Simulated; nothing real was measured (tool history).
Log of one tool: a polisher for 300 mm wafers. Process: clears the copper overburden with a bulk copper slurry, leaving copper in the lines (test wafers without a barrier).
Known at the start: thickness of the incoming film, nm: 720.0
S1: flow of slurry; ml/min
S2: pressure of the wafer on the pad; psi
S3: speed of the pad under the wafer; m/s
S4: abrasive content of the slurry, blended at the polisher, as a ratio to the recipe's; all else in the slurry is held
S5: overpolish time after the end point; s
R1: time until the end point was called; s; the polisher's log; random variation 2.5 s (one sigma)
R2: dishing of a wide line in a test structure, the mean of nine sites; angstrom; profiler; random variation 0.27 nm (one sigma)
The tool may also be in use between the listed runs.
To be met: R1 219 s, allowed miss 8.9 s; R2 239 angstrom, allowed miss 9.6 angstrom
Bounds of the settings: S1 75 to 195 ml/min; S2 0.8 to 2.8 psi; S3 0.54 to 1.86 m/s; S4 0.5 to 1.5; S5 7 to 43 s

run	hour	S1	S2	S3	S4	S5	R1	R2
1	0	125	1.8	1.18	1	22	128.73	783.86
2	6	125	1.8	1.18	1.15	22	128.64	796.16
3	9.2	130	1.6	1.16	1.05	20	144.28	673.65
4	15.3	125	1.5	1.16	0.95	18	160.16	571.62
5	19	115	1.4	1.2	0.9	16	173.7	484.16
6	26.3	115	1.6	1.2	0.9	16	152.87	543.87
7	30.6	110	1.5	1.26	0.85	15	156.39	506.27
8	32.4	105	1.4	1.3	0.8	14	164.49	435.31
9	34.4	115	0.9	1.4	0.55	7	253.37	162.99
10	40.3	115	0.9	1.38	0.55	7	246.54	163.44
11	45.6	110	0.9	1.36	0.55	7	268.03	155.41
12	52.4	110	0.9	1.34	0.55	7	267.69	155.4
13	54.2	115	1.3	1.32	0.55	16	187.94	443.95
14	61.5	120	1.2	1.34	0.6	16	193.13	429.14
15	68.7	155	0.8	1.04	0.85	7	316.4	132.02
16	75.7	155	0.9	1.04	0.85	7	287.26	145.94
17	78.8	155	1	1.04	0.85	7	253.36	158.72
18	85	130	1.3	1.04	0.85	17	212.02	438.74
19	90.6	130	1.3	1.04	0.85	17	208.01	437.26
20	98.3	140	1.2	1.06	0.85	17	215.97	415.14
21	106.7	145	1.1	1.1	0.9	16	224.48	380.87
22	110.6	150	1.1	1.1	0.85	15	223	367.1

Which of these 5 next moves meets every target?
A	114.5	135	1.1	1.1	0.75	11	?	?
B	114.5	160	1.2	1.04	0.85	8	?	?
C	114.5	180	1.2	0.96	1.1	9	?	?
D	114.5	185	1.1	1.06	1	10	?	?
E	114.5	135	1.3	1.1	0.85	8	?	?

move	R1	R2
A	234.81	264.13
B	214.79	215.8
C	214.64	240.3
D	215.74	261.66
E	194.59	236.94
A: nearer than the last run, and not there yet
B: takes the result that was furthest off past its target
C: meets every target
D: nearer than the last run, and not there yet
E: brings the result that was furthest off to its target, and leaves another outside
Answer: C

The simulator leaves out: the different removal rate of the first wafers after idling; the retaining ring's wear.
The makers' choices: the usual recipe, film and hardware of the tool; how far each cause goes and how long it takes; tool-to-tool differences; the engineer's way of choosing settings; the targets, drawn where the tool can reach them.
